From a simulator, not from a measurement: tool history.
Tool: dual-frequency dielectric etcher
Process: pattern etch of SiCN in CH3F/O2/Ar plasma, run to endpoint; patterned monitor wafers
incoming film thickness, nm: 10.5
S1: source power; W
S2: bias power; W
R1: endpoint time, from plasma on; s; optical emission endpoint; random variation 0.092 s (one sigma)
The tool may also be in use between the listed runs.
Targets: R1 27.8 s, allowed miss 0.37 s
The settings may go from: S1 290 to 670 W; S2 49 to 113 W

run,hour,S1,S2,R1
1,0,480,81,24.751
2,1.9,480,93,23.42
3,8.1,480,83,24.436
4,10.1,480,76,25.281
5,17.3,460,76,25.679
6,25.8,460,87,24.461
7,32.5,430,87,24.993
8,41.4,400,87,25.761
9,49.9,400,87,25.666
10,53.9,380,87,26.237
11,61.8,380,87,26.236
12,69.7,370,87,26.65

5 next moves are on the table. One of them brings every result within its allowed miss. Which?
A,77.6,380,82,?
B,77.6,400,78,?
C,77.6,350,87,?
D,77.6,310,91,?
E,77.6,440,82,?

move,R1
A,26.897
B,26.883
C,27.122
D,27.896
E,25.444
A: nearer than the last run, and not there yet
B: nearer than the last run, and not there yet
C: nearer than the last run, and not there yet
D: meets every target
E: further off than the last run
The right move is D.

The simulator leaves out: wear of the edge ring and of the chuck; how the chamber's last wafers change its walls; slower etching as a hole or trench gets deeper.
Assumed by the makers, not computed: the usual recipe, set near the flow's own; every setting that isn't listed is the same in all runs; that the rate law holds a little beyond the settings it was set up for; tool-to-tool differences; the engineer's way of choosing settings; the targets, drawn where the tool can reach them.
